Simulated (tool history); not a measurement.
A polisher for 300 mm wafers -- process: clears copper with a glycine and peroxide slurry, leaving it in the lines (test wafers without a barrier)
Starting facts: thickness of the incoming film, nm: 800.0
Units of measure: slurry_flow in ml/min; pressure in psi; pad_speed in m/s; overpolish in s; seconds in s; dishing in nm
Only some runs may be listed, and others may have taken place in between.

run	hour	slurry_flow	pressure	pad_speed	overpolish	seconds	dishing
1	0.0	135	3.1	0.86	8	194.57	18.714
2	3.4	135	2.9	0.86	9	196.64	20.145
3	10.2	135	2.3	0.86	9	224.59	18.134
4	13.2	135	2.3	1.08	9	198.46	20.134
5	15.4	135	2.3	1.08	11	196.91	22.199
6	22.7	130	2.2	1.04	11	205.22	21.381

Run 7, settings as shown, results not yet in. Your forecast:
7	27.8	130	2.1	0.98	12	?	?

Logged for run 7: seconds 216.62 s, dishing 22.393 nm.
